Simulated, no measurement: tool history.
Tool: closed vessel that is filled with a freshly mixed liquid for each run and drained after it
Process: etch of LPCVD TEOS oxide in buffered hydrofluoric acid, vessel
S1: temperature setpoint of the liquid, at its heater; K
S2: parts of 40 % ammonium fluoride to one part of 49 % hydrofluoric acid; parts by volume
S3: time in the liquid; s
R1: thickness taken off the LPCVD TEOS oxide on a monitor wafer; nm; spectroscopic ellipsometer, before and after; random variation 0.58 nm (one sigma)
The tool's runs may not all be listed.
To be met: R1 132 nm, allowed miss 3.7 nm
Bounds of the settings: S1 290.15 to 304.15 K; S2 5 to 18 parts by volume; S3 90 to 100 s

{"run": 1, "day": 0.0, "S1": 296.15, "S2": 11, "S3": 90, "R1": 178.09}
{"run": 2, "day": 0.067, "S1": 295.15, "S2": 11, "S3": 90, "R1": 168.29}
{"run": 3, "day": 0.196, "S1": 298.15, "S2": 11, "S3": 90, "R1": 197.5}
{"run": 4, "day": 0.429, "S1": 299.65, "S2": 11, "S3": 90, "R1": 213.58}
{"run": 5, "day": 0.662, "S1": 298.15, "S2": 11, "S3": 90, "R1": 198.85}
{"run": 6, "day": 0.833, "S1": 296.65, "S2": 11, "S3": 90, "R1": 181.59}
{"run": 7, "day": 0.983, "S1": 295.65, "S2": 11, "S3": 90, "R1": 172.96}
{"run": 8, "day": 1.133, "S1": 294.65, "S2": 11, "S3": 90, "R1": 162.95}

Which of these 5 next moves meets every target?
{"run": "A", "day": 1.283, "S1": 292.65, "S2": 9.5, "S3": 95, "R1": "?"}
{"run": "B", "day": 1.283, "S1": 291.65, "S2": 11, "S3": 95, "R1": "?"}
{"run": "C", "day": 1.283, "S1": 294.65, "S2": 12.5, "S3": 95, "R1": "?"}
{"run": "D", "day": 1.283, "S1": 293.65, "S2": 8, "S3": 100, "R1": "?"}
{"run": "E", "day": 1.283, "S1": 292.15, "S2": 12.5, "S3": 95, "R1": "?"}

move=A R1=174.25
move=B R1=145.31
move=C R1=151.71
move=D R1=228.05
move=E R1=131.91
A: further off than the last run
B: nearer than the last run, and not there yet
C: nearer than the last run, and not there yet
D: further off than the last run
E: meets every target
The right move is E.

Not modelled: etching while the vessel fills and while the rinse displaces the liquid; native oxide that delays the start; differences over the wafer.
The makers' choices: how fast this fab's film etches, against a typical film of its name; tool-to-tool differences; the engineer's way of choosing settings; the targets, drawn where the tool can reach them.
